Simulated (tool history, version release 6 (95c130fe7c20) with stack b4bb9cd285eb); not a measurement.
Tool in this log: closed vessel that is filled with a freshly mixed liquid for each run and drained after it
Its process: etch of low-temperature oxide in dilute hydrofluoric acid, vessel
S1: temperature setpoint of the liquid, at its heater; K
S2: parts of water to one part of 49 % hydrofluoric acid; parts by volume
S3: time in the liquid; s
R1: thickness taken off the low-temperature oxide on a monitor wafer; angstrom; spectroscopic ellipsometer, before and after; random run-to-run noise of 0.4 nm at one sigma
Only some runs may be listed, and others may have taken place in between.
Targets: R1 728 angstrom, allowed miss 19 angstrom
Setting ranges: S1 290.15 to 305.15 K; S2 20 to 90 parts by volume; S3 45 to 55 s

{"run": 1, "day": 0.0, "S1": 297.15, "S2": 50, "S3": 55, "R1": 338.02}
{"run": 2, "day": 0.121, "S1": 297.15, "S2": 45, "S3": 55, "R1": 378.55}
{"run": 3, "day": 0.438, "S1": 299.15, "S2": 40, "S3": 55, "R1": 468.26}
{"run": 4, "day": 0.779, "S1": 300.65, "S2": 40, "S3": 55, "R1": 491.23}
{"run": 5, "day": 1.05, "S1": 301.65, "S2": 35, "S3": 55, "R1": 594.56}
{"run": 6, "day": 1.321, "S1": 302.65, "S2": 35, "S3": 55, "R1": 618.3}
{"run": 7, "day": 1.65, "S1": 303.15, "S2": 35, "S3": 55, "R1": 629.24}
{"run": 8, "day": 2.038, "S1": 303.65, "S2": 35, "S3": 55, "R1": 641.36}
{"run": 9, "day": 2.242, "S1": 304.15, "S2": 35, "S3": 55, "R1": 661.65}
{"run": 10, "day": 2.4, "S1": 304.65, "S2": 35, "S3": 55, "R1": 668.34}
{"run": 11, "day": 2.454, "S1": 305.15, "S2": 35, "S3": 55, "R1": 673.12}
{"run": 12, "day": 2.804, "S1": 305.15, "S2": 30, "S3": 55, "R1": 798.7}
{"run": 13, "day": 3.112, "S1": 304.65, "S2": 30, "S3": 55, "R1": 777.46}
{"run": 14, "day": 3.483, "S1": 304.15, "S2": 30, "S3": 55, "R1": 770.32}

Consider the 4 candidate settings below. Which is the only one whose results all fall within their allowed miss of target?
{"run": "A", "day": 3.854, "S1": 303.65, "S2": 30, "S3": 50, "R1": "?"}
{"run": "B", "day": 3.854, "S1": 303.15, "S2": 25, "S3": 45, "R1": "?"}
{"run": "C", "day": 3.854, "S1": 304.65, "S2": 25, "S3": 45, "R1": "?"}
{"run": "D", "day": 3.854, "S1": 305.15, "S2": 35, "S3": 55, "R1": "?"}

move=A R1=683.78
move=B R1=730.21
move=C R1=774.69
move=D R1=677.64
A: moves the result that the last run missed by most past its target, out the other side
B: every result lands within tolerance
C: its largest miss is bigger than the last run's
D: moves the result that the last run missed by most past its target, out the other side
The right move is B.
